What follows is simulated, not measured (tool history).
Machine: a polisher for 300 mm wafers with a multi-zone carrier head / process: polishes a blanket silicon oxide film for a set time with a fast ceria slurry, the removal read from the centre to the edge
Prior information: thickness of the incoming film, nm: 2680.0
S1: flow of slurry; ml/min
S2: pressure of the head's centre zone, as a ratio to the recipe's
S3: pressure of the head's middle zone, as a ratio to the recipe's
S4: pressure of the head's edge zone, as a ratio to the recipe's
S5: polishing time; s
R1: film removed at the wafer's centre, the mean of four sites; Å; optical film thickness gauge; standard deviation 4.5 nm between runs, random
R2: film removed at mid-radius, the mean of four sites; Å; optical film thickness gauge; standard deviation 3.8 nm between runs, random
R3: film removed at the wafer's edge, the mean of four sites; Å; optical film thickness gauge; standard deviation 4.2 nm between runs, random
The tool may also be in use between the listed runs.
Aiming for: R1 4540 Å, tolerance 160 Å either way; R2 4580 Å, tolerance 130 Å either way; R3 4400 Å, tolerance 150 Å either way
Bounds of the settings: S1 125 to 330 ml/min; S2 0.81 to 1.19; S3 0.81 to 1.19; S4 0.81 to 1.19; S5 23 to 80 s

run    day   S1    S2    S3    S4  S5      R1      R2      R3
  1      0  210     1     1     1  51  7945.2  7635.4  7764.4
  2   0.35  205  0.98  0.99  0.96  44  6592.3  6601.5  6546.4
  3  0.425  200  0.98  0.97  0.93  40  5942.3  5926.7  5888.9
  4  0.596  200  0.98  0.97  0.93  46    6865  6734.5  6829.9
  5  0.933  200  0.98  0.97     1  46  6736.2  6713.8  6909.7
  6  0.988  200  0.98  0.97  0.93  46  6978.5  6739.5  6800.2
  7  1.329  200  0.98  0.97  0.91  41  6092.8  5914.3  5973.1
  8  1.571  200  0.98  0.98  0.89  38  5663.2  5595.3  5407.2
  9  1.754  195  0.97  0.97  0.87  36  5279.5  5225.1  5095.4
 10  2.008  195  0.97  0.97  0.87  36  5317.2  5227.4  5138.7
 11  2.121  190  0.96  0.97  0.85  35    5089  5042.1  4787.6
 12  2.317  175  0.95  0.96  0.85  35  4903.6  4911.8  4755.5
 13  2.588  165  0.95  0.96  0.84  35  4878.5  4881.6  4847.4
 14  2.738  175  0.94  0.96  0.83  34  4746.1  4834.4  4612.5
 15  2.988  175  0.93  0.93  0.81  32  4383.1  4371.6  4228.3

Which single option among these 5 for the next run brings every result within its allowed miss of target? Just one does.
  A  3.238  200  0.93  0.95  0.82  32   ?   ?   ?
  B  3.238  160  0.86  0.93  0.88  33   ?   ?   ?
  C  3.238  225  0.97  0.93  0.83  29   ?   ?   ?
  D  3.238  180  0.88  0.98  0.81  32   ?   ?   ?
  E  3.238  140  0.98  0.88  0.85  32   ?   ?   ?

move      R1      R2      R3
   A  4524.9  4592.6  4478.2
   B    4139  4487.4  4642.1
   C  4355.9  4154.6  4130.5
   D  4203.7  4639.5  4399.8
   E  4444.6  4047.1  4352.7
A: every result within its allowed miss
B: the worst result of the last run now meets its target, but another is out of spec
C: lands further from the targets than the last run did
D: the worst result of the last run now meets its target, but another is out of spec
E: lands further from the targets than the last run did
A meets every target.
